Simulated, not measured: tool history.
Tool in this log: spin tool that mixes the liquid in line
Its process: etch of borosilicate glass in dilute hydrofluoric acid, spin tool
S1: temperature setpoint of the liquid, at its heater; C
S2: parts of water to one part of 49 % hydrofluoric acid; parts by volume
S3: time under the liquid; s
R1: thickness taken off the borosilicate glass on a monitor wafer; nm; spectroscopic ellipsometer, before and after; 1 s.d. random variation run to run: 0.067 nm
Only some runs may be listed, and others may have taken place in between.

run 1 day=0 | S1=20 S2=120 S3=30 | R1=9.2342
run 2 day=0.079 | S1=20 S2=120 S3=20 | R1=6.1294
run 3 day=0.225 | S1=20 S2=145 S3=20 | R1=4.9863
run 4 day=0.533 | S1=21 S2=145 S3=20 | R1=5.2056
run 5 day=0.796 | S1=21 S2=125 S3=20 | R1=6.1387
run 6 day=0.871 | S1=21 S2=125 S3=30 | R1=9.2301

Predict the results of run 7:
run 7 day=1.15 | S1=20 S2=125 S3=30 | R1=?

{"run 7": {"R1": 8.7586}}
